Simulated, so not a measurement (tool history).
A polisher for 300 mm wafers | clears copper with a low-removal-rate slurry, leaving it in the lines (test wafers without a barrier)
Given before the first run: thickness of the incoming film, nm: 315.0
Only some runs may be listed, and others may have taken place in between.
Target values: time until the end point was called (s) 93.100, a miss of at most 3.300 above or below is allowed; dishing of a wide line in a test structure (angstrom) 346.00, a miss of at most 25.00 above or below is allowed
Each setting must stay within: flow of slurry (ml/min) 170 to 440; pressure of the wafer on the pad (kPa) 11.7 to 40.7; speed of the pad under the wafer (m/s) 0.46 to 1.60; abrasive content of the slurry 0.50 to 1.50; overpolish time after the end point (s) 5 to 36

run,day,flow of slurry (ml/min),pressure of the wafer on the pad (kPa),speed of the pad under the wafer (m/s),abrasive content of the slurry,overpolish time after the end point (s),time until the end point was called (s),dishing of a wide line in a test structure (angstrom)
1,0.000,280,26.2,1.02,1.00,18,65.247,562.49
2,0.025,280,26.2,1.20,1.00,18,56.604,621.52
3,0.100,280,26.2,1.20,1.15,18,55.205,623.23
4,0.317,280,26.2,1.34,1.15,18,49.919,657.05
5,0.462,280,22.8,1.32,1.15,17,58.903,586.61
6,0.692,280,22.8,1.32,1.15,23,58.035,708.61
7,0.983,280,20.7,1.30,1.15,20,65.026,594.58
8,1.333,280,18.6,1.30,1.15,18,70.648,506.92
9,1.462,280,17.2,1.30,1.15,17,76.756,431.93
10,1.608,280,16.5,1.30,1.15,17,81.357,441.64

Which of these 5 next moves meets every target?
A,1.754,280,13.8,1.20,1.20,14,?,?
B,1.754,225,15.9,1.16,1.25,15,?,?
C,1.754,310,16.5,1.34,1.10,24,?,?
D,1.754,245,14.5,1.18,1.05,17,?,?
E,1.754,245,13.8,1.24,1.15,17,?,?

move,time until the end point was called (s),dishing of a wide line in a test structure (angstrom)
A,101.210,291.66
B,92.344,337.63
C,78.127,568.59
D,102.120,343.22
E,100.490,347.06
A: takes the biggest miss from the last run beyond its target
B: in spec on every target
C: lands further from the targets than the last run did
D: corrects the largest miss of the last run, while another result sits out of spec
E: corrects the largest miss of the last run, while another result sits out of spec
B is the move that brings every result within its allowed miss.

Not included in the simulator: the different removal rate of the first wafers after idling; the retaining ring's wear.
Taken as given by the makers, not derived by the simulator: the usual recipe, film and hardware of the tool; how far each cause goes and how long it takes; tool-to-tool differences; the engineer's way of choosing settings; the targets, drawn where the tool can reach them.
